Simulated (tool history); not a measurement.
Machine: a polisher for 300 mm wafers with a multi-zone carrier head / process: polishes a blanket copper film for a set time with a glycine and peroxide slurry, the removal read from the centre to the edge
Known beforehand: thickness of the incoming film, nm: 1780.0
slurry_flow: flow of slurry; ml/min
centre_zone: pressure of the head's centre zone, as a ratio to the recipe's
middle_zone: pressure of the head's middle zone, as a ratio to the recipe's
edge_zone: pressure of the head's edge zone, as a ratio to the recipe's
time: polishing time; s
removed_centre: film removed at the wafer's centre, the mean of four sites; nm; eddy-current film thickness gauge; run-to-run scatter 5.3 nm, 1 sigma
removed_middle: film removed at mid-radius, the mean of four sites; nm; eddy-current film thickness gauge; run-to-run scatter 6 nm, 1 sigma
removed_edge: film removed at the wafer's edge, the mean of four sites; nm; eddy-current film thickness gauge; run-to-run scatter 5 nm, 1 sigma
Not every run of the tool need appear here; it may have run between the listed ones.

Run 1, hour 0: slurry_flow 160 ml/min, centre_zone 1, middle_zone 1, edge_zone 1, time 67 s. Result: removed_centre 328.12 nm, removed_middle 329.01 nm, removed_edge 322.84 nm.
Run 2, hour 6.1: slurry_flow 160 ml/min, centre_zone 1, middle_zone 1, edge_zone 1.05, time 67 s. Result: removed_centre 332.03 nm, removed_middle 317.51 nm, removed_edge 330.82 nm.
Run 3, hour 12.7: slurry_flow 165 ml/min, centre_zone 0.99, middle_zone 1.02, edge_zone 1.06, time 70 s. Result: removed_centre 346.33 nm, removed_middle 346.22 nm, removed_edge 348.33 nm.
Run 4, hour 15.6: slurry_flow 165 ml/min, centre_zone 1.04, middle_zone 1.02, edge_zone 1.06, time 70 s. Result: removed_centre 353.17 nm, removed_middle 344.5 nm, removed_edge 351.44 nm.
Run 5, hour 20.3: slurry_flow 165 ml/min, centre_zone 1.04, middle_zone 1.02, edge_zone 1.13, time 70 s. Result: removed_centre 351.84 nm, removed_middle 339.36 nm, removed_edge 370.62 nm.
Run 6, hour 21.1: slurry_flow 165 ml/min, centre_zone 1.11, middle_zone 1.02, edge_zone 1.13, time 70 s. Result: removed_centre 372.07 nm, removed_middle 345.36 nm, removed_edge 356.61 nm.
Run 7, hour 28.3: slurry_flow 170 ml/min, centre_zone 1.1, middle_zone 1.05, edge_zone 1.14, time 71 s. Result: removed_centre 380.59 nm, removed_middle 356.76 nm, removed_edge 362.53 nm.
Run 8, hour 31.3: slurry_flow 175 ml/min, centre_zone 1.08, middle_zone 1.07, edge_zone 1.15, time 73 s. Result: removed_centre 375.71 nm, removed_middle 378.78 nm, removed_edge 383.59 nm.

Predict the results of run 9:
Run 9, hour 38.8: slurry_flow 180 ml/min, centre_zone 1.08, middle_zone 1.08, edge_zone 1.16, time 74 s. Result: removed_centre ?, removed_middle ?, removed_edge ?.

{"run 9": {"removed_centre": 382.74, "removed_middle": 374.94, "removed_edge": 391.67}}

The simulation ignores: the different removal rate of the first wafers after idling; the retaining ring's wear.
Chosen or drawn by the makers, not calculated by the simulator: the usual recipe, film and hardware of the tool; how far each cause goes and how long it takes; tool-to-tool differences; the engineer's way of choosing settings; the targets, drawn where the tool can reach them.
